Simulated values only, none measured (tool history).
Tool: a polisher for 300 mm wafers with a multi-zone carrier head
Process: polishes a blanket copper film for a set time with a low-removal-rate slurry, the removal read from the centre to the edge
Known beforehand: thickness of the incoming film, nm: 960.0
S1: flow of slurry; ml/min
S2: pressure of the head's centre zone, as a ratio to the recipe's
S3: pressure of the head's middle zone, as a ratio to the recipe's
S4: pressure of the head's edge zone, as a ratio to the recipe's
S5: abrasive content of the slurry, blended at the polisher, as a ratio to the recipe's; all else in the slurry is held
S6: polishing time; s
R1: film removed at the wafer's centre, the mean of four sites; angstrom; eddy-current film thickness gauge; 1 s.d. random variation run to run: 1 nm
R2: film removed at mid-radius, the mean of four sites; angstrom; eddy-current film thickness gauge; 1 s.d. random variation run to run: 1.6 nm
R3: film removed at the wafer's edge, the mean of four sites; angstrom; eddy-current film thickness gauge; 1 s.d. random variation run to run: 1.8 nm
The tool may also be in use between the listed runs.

run 1 day=0 | S1=135 S2=1 S3=1 S4=1 S5=1 S6=54 | R1=1392.2 R2=1391.6 R3=1394.8
run 2 day=0.246 | S1=135 S2=0.94 S3=1 S4=1 S5=1 S6=54 | R1=1286.7 R2=1367.6 R3=1393
run 3 day=0.292 | S1=140 S2=0.94 S3=0.99 S4=1.03 S5=1.05 S6=54 | R1=1319.3 R2=1367.1 R3=1439.2
run 4 day=0.533 | S1=140 S2=0.94 S3=0.99 S4=1.09 S5=1.05 S6=54 | R1=1320.7 R2=1378.4 R3=1481
run 5 day=0.842 | S1=145 S2=0.94 S3=0.99 S4=1.1 S5=1.1 S6=54 | R1=1350.7 R2=1395.8 R3=1486
run 6 day=1.038 | S1=145 S2=0.94 S3=0.98 S4=1.11 S5=1.15 S6=55 | R1=1373.4 R2=1428.1 R3=1535.5
run 7 day=1.338 | S1=150 S2=0.94 S3=0.97 S4=1.12 S5=1.2 S6=56 | R1=1411 R2=1481.4 R3=1591.1
run 8 day=1.529 | S1=155 S2=0.95 S3=0.96 S4=1.13 S5=1.25 S6=56 | R1=1462.5 R2=1460.8 R3=1604.2
run 9 day=1.692 | S1=155 S2=0.95 S3=0.96 S4=1.14 S5=1.3 S6=57 | R1=1484.8 R2=1531 R3=1673.2

Run 10, settings as shown, results not yet in. Your forecast:
-- day=1.779 worn pad replaced by a new one
run 10 day=1.779 | S1=190 S2=0.98 S3=0.91 S4=1.19 S5=1.35 S6=57 | R1=? R2=? R3=?

{"run 10": {"R1": 1722, "R2": 1595.3, "R3": 1869}}
